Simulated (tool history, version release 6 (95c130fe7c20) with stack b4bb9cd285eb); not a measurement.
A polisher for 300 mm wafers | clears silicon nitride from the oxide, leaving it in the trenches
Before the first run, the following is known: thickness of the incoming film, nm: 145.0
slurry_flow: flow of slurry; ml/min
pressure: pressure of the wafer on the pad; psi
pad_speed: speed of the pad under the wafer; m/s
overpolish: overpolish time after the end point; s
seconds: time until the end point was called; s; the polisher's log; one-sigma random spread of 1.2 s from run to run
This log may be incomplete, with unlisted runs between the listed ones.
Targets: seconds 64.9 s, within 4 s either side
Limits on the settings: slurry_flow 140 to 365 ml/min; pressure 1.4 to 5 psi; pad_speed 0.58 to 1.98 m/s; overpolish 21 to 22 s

run 1 day=0 | slurry_flow=235 pressure=3.2 pad_speed=1.28 overpolish=21 | seconds=107.78
run 2 day=0.275 | slurry_flow=235 pressure=3.2 pad_speed=1.02 overpolish=21 | seconds=134.02
run 3 day=0.354 | slurry_flow=235 pressure=3.2 pad_speed=1.3 overpolish=21 | seconds=102.75
run 4 day=0.488 | slurry_flow=205 pressure=3.2 pad_speed=1.3 overpolish=21 | seconds=108.27
run 5 day=0.575 | slurry_flow=210 pressure=3.6 pad_speed=1.32 overpolish=21 | seconds=97.24
run 6 day=0.842 | slurry_flow=265 pressure=3.6 pad_speed=1.32 overpolish=21 | seconds=91.742
run 7 day=1.179 | slurry_flow=265 pressure=3.6 pad_speed=1.32 overpolish=21 | seconds=92.337
run 8 day=1.496 | slurry_flow=265 pressure=4 pad_speed=1.34 overpolish=21 | seconds=85.995
run 9 day=1.8 | slurry_flow=265 pressure=4.3 pad_speed=1.38 overpolish=21 | seconds=76.208
run 10 day=1.867 | slurry_flow=265 pressure=4.5 pad_speed=1.4 overpolish=21 | seconds=71.192

4 next moves are on the table. One of them brings every result within its allowed miss. Which?
run A day=1.933 | slurry_flow=215 pressure=5 pad_speed=1.74 overpolish=22 | seconds=?
run B day=1.933 | slurry_flow=250 pressure=4.4 pad_speed=1.38 overpolish=22 | seconds=?
run C day=1.933 | slurry_flow=275 pressure=4.3 pad_speed=1.36 overpolish=21 | seconds=?
run D day=1.933 | slurry_flow=365 pressure=4.2 pad_speed=1.66 overpolish=21 | seconds=?

move=A seconds=54.449
move=B seconds=75.376
move=C seconds=77.373
move=D seconds=63.653
A: takes the biggest miss from the last run beyond its target
B: moves away from the targets compared with the last run
C: moves away from the targets compared with the last run
D: meets every target
The move that meets every target is D.

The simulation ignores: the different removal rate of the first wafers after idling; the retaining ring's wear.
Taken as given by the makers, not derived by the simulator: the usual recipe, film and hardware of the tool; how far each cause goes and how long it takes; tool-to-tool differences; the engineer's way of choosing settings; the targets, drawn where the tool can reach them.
